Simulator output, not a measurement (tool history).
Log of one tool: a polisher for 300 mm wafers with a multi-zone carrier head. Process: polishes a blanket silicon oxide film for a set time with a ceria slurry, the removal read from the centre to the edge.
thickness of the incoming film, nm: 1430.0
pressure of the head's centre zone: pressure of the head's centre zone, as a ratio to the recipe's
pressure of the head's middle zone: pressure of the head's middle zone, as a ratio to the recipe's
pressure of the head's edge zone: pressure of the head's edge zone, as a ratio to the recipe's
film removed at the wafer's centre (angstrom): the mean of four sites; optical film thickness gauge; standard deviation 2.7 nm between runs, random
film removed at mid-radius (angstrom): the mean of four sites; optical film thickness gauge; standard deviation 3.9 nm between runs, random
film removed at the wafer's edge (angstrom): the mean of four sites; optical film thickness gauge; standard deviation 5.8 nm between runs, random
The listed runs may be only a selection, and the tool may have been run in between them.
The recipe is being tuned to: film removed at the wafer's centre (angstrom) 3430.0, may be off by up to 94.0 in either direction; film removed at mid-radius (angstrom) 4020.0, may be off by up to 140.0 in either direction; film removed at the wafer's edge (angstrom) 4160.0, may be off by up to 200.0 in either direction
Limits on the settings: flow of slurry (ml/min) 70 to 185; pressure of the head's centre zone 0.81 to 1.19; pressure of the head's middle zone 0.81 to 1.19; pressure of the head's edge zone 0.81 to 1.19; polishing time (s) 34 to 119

run	hour	flow of slurry (ml/min)	pressure of the head's centre zone	pressure of the head's middle zone	pressure of the head's edge zone	polishing time (s)	film removed at the wafer's centre (angstrom)	film removed at mid-radius (angstrom)	film removed at the wafer's edge (angstrom)
1	0.0	120	1.00	1.00	1.00	76	2871.0	2947.2	2858.8
2	2.0	125	0.98	1.01	1.04	80	2964.1	3147.6	3159.6
3	5.3	135	0.98	1.03	1.07	82	3108.4	3344.2	3222.6
4	7.1	135	0.96	1.03	1.09	86	3158.1	3492.5	3437.0
5	14.8	135	0.96	1.03	1.09	74	2763.2	2985.8	2971.9
6	19.9	130	0.95	1.03	1.11	80	2916.7	3205.4	3229.2
7	21.5	130	0.94	1.03	1.12	84	3039.1	3366.8	3345.9
8	24.1	135	0.92	1.02	1.14	87	3136.7	3499.8	3580.0
9	27.4	140	0.91	1.02	1.15	89	3086.9	3568.6	3684.4
10	30.6	145	0.91	1.02	1.16	91	3242.7	3653.2	3733.0
11	31.8	140	0.91	1.02	1.16	93	3237.8	3777.6	3949.5
12	36.0	145	0.91	1.02	1.16	94	3317.0	3733.9	4000.1
13	43.3	145	0.91	1.03	1.16	95	3346.1	3884.5	3908.5

Exercise: of the 5 proposed moves below, exactly one satisfies all targets within the stated allowed misses. Which move is it?
A	50.6	115	0.91	1.05	1.17	100	?	?	?
B	50.6	150	0.88	1.10	1.18	99	?	?	?
C	50.6	110	0.86	0.81	1.19	113	?	?	?
D	50.6	170	0.84	0.99	1.19	111	?	?	?
E	50.6	130	0.86	0.98	1.18	99	?	?	?

move	film removed at the wafer's centre (angstrom)	film removed at mid-radius (angstrom)	film removed at the wafer's edge (angstrom)
A	3443.9	4035.5	4067.2
B	3439.0	4314.8	4149.0
C	3643.1	3651.1	4631.2
D	3745.9	4498.6	4735.7
E	3283.2	3835.6	4097.9
A: in spec on every target
B: puts the biggest miss on target and leaves a different result outside tolerance
C: takes the result that was furthest off past its target
D: takes the result that was furthest off past its target
E: puts the biggest miss on target and leaves a different result outside tolerance
Go with A: it meets all targets.
